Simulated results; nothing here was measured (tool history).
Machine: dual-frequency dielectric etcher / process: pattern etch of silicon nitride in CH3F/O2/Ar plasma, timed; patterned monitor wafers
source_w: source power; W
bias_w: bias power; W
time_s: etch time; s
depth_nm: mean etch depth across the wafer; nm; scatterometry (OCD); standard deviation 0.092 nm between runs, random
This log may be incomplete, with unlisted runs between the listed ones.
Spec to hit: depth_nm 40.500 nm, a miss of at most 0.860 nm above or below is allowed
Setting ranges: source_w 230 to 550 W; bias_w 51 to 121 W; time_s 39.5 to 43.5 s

| run | hour | source_w | bias_w | time_s | depth_nm |
|---|---|---|---|---|---|
| 1 | 0.0 | 390 | 86 | 43.5 | 32.704 |
| 2 | 8.0 | 410 | 88 | 43.5 | 34.066 |
| 3 | 11.8 | 410 | 88 | 39.5 | 30.784 |
| 4 | 13.2 | 360 | 88 | 39.5 | 28.674 |
| 5 | 16.6 | 360 | 88 | 39.5 | 28.660 |
| 6 | 23.1 | 380 | 89 | 39.5 | 29.755 |
| 7 | 26.5 | 400 | 91 | 39.5 | 30.965 |
| 8 | 27.7 | 420 | 92 | 39.5 | 31.824 |
| 9 | 29.5 | 430 | 94 | 39.5 | 32.496 |
| 10 | 34.5 | 440 | 96 | 39.5 | 33.353 |
| 11 | 38.0 | 450 | 97 | 39.5 | 33.850 |
| 12 | 39.9 | 460 | 98 | 39.5 | 34.339 |
| 13 | 44.4 | 470 | 99 | 39.5 | 34.921 |
| 14 | 50.4 | 550 | 117 | 41.0 | 42.309 |

Next run, 5 choices. One meets every target within its allowed miss, the rest don't. Which?
| A | 56.4 | 540 | 119 | 39.5 | ? |
| B | 56.4 | 510 | 116 | 39.5 | ? |
| C | 56.4 | 520 | 121 | 43.0 | ? |
| D | 56.4 | 550 | 112 | 43.5 | ? |
| E | 56.4 | 500 | 121 | 43.5 | ? |

| move | depth_nm |
|---|---|
| A | 40.393 |
| B | 38.857 |
| C | 43.502 |
| D | 43.695 |
| E | 43.180 |
A: all results land within tolerance of their targets
B: takes the result that was furthest off past its target
C: further off than the last run
D: further off than the last run
E: further off than the last run
Move A is the one to make.
